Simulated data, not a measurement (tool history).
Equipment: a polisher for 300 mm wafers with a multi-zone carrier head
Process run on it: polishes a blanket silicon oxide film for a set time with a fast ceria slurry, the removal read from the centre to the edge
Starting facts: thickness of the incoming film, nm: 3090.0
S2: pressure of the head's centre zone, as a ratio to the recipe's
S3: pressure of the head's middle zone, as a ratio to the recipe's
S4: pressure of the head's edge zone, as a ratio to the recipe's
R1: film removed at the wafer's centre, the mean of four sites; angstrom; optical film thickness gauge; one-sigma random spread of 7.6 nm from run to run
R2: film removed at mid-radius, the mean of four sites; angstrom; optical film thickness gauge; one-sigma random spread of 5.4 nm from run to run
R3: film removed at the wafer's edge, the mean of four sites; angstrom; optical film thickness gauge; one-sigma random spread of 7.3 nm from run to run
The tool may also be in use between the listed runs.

Run 1, hour 0: flow of slurry (ml/min) 270, S2 1, S3 1, S4 1, polishing time (s) 56. Result: R1 5282.5 angstrom, R2 5201.4 angstrom, R3 5371.3 angstrom.
Run 2, hour 8.6: flow of slurry (ml/min) 270, S2 1.02, S3 0.96, S4 0.99, polishing time (s) 55. Result: R1 5199.5 angstrom, R2 4914.8 angstrom, R3 5087.6 angstrom.
Run 3, hour 10.4: flow of slurry (ml/min) 265, S2 1.04, S3 0.92, S4 1.01, polishing time (s) 55. Result: R1 5425.3 angstrom, R2 4883.9 angstrom, R3 5045.2 angstrom.
Run 4, hour 18.2: flow of slurry (ml/min) 265, S2 0.96, S3 0.92, S4 1.01, polishing time (s) 55. Result: R1 5129.6 angstrom, R2 4773 angstrom, R3 5195.2 angstrom.
Run 5, hour 23.4: flow of slurry (ml/min) 220, S2 0.96, S3 0.92, S4 1.01, polishing time (s) 55. Result: R1 4835 angstrom, R2 4725.4 angstrom, R3 5180.5 angstrom.
Run 6, hour 26: flow of slurry (ml/min) 220, S2 0.96, S3 0.88, S4 1.01, polishing time (s) 55. Result: R1 4734.3 angstrom, R2 4395.7 angstrom, R3 5158.9 angstrom.

Predict the results of run 7:
Run 7, hour 28.2: flow of slurry (ml/min) 220, S2 0.96, S3 0.88, S4 1.01, polishing time (s) 55. Result: R1 ?, R2 ?, R3 ?.

Run 7 came out at R1 4843.9 angstrom, R2 4457.7 angstrom, R3 5137.6 angstrom.
